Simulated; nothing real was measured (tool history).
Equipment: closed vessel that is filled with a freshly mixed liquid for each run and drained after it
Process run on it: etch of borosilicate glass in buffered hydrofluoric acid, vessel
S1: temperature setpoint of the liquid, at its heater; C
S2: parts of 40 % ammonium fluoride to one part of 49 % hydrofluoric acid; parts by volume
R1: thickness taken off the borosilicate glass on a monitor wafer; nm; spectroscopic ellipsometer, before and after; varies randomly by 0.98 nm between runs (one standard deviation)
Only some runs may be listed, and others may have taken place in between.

run 1 hour=0 | S1=25 S2=17.5 time_in_the_liquid_(s)=100 | R1=81.196
run 2 hour=3.1 | S1=25.5 S2=17 time_in_the_liquid_(s)=100 | R1=86.13
run 3 hour=11.7 | S1=25.5 S2=17 time_in_the_liquid_(s)=105 | R1=89.668
run 4 hour=12.8 | S1=26 S2=16.5 time_in_the_liquid_(s)=105 | R1=94.567
run 5 hour=21.1 | S1=26 S2=16.5 time_in_the_liquid_(s)=100 | R1=91.134
run 6 hour=24.4 | S1=26.5 S2=16.5 time_in_the_liquid_(s)=100 | R1=92.194
run 7 hour=27.7 | S1=27 S2=16 time_in_the_liquid_(s)=100 | R1=98.688

For run 8, what comes out?
run 8 hour=34.2 | S1=27.5 S2=16 time_in_the_liquid_(s)=100 | R1=?

Run 8 measured R1 102.43 nm.

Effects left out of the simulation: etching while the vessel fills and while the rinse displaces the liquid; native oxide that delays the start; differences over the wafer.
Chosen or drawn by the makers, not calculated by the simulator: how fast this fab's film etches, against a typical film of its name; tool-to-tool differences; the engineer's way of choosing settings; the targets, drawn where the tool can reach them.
